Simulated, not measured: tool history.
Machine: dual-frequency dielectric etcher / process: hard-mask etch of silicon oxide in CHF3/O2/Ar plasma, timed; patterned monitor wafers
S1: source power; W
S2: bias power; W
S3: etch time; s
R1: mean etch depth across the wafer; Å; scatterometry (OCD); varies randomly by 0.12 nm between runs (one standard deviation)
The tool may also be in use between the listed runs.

run 1 hour=0 | S1=480 S2=186 S3=20 | R1=343.6
run 2 hour=7.7 | S1=480 S2=216 S3=20 | R1=366.94
run 3 hour=12.6 | S1=510 S2=216 S3=20 | R1=369.63
run 4 hour=14.5 | S1=470 S2=198 S3=20 | R1=352.96
run 5 hour=20.7 | S1=440 S2=181 S3=20 | R1=334.31
run 6 hour=28.5 | S1=440 S2=181 S3=20.5 | R1=343.94
run 7 hour=33.5 | S1=420 S2=171 S3=20.5 | R1=330.57
run 8 hour=37.4 | S1=400 S2=165 S3=20.5 | R1=321.19
run 9 hour=39.7 | S1=380 S2=161 S3=20.5 | R1=315.74
run 10 hour=41.2 | S1=370 S2=157 S3=20.5 | R1=311.04
run 11 hour=41.8 | S1=360 S2=154 S3=20.5 | R1=304.15
run 12 hour=46.2 | S1=350 S2=153 S3=20.5 | R1=304.77

The next listed run, before its measurement:
run 13 hour=47.4 | S1=340 S2=150 S3=20.5 | R1=?

R1: 298.31 Å
